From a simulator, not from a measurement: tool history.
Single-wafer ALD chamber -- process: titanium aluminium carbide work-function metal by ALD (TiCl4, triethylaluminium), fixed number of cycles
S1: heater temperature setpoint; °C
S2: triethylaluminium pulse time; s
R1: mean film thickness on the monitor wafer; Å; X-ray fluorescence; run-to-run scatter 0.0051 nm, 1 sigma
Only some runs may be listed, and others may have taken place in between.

Run 1, hour 0.0: S1 280 °C, S2 7.73 s. Result: R1 19.011 Å.
Run 2, hour 4.4: S1 289 °C, S2 7.73 s. Result: R1 19.890 Å.
Run 3, hour 10.4: S1 289 °C, S2 9.59 s. Result: R1 20.523 Å.
Run 4, hour 14.1: S1 289 °C, S2 11.35 s. Result: R1 20.993 Å.
Run 5, hour 22.8: S1 296 °C, S2 11.35 s. Result: R1 21.634 Å.
Run 6, hour 26.6: S1 289 °C, S2 10.39 s. Result: R1 20.859 Å.

Run 7 has not been measured yet. What should we expect?
Run 7, hour 33.5: S1 283 °C, S2 9.53 s. Result: R1 ?.

Run 7 gave R1 19.918 Å.
